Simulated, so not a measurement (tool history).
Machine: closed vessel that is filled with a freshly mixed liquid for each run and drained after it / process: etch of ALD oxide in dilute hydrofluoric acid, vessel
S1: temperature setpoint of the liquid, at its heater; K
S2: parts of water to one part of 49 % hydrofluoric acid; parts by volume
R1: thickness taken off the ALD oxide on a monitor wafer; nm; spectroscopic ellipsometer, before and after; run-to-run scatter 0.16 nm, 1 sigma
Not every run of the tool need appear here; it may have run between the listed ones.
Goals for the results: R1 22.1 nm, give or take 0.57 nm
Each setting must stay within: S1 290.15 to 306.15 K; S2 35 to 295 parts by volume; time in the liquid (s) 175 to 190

{"run": 1, "day": 0.0, "S1": 298.15, "S2": 165, "time in the liquid (s)": 175, "R1": 12.034}
{"run": 2, "day": 0.354, "S1": 299.65, "S2": 155, "time in the liquid (s)": 175, "R1": 13.839}
{"run": 3, "day": 0.667, "S1": 301.15, "S2": 150, "time in the liquid (s)": 175, "R1": 15.201}
{"run": 4, "day": 0.758, "S1": 301.15, "S2": 150, "time in the liquid (s)": 190, "R1": 16.479}
{"run": 5, "day": 0.858, "S1": 302.15, "S2": 145, "time in the liquid (s)": 190, "R1": 17.595}
{"run": 6, "day": 1.208, "S1": 302.15, "S2": 170, "time in the liquid (s)": 190, "R1": 14.467}
{"run": 7, "day": 1.467, "S1": 302.65, "S2": 160, "time in the liquid (s)": 190, "R1": 15.957}
{"run": 8, "day": 1.517, "S1": 306.15, "S2": 130, "time in the liquid (s)": 190, "R1": 23.319}
{"run": 9, "day": 1.642, "S1": 305.65, "S2": 130, "time in the liquid (s)": 190, "R1": 22.916}

Of the 5 settings listed for the next run, only one would bring every result within its allowed miss of target. Which one?
{"run": "A", "day": 1.767, "S1": 303.15, "S2": 125, "time in the liquid (s)": 190, "R1": "?"}
{"run": "B", "day": 1.767, "S1": 303.15, "S2": 115, "time in the liquid (s)": 185, "R1": "?"}
{"run": "C", "day": 1.767, "S1": 306.15, "S2": 130, "time in the liquid (s)": 190, "R1": "?"}
{"run": "D", "day": 1.767, "S1": 305.65, "S2": 125, "time in the liquid (s)": 190, "R1": "?"}
{"run": "E", "day": 1.767, "S1": 305.15, "S2": 115, "time in the liquid (s)": 175, "R1": "?"}

move=A R1=21.59
move=B R1=23.165
move=C R1=22.972
move=D R1=23.638
move=E R1=23.58
A: all results in spec
B: moves away from the targets compared with the last run
C: moves away from the targets compared with the last run
D: moves away from the targets compared with the last run
E: moves away from the targets compared with the last run
Answer: A
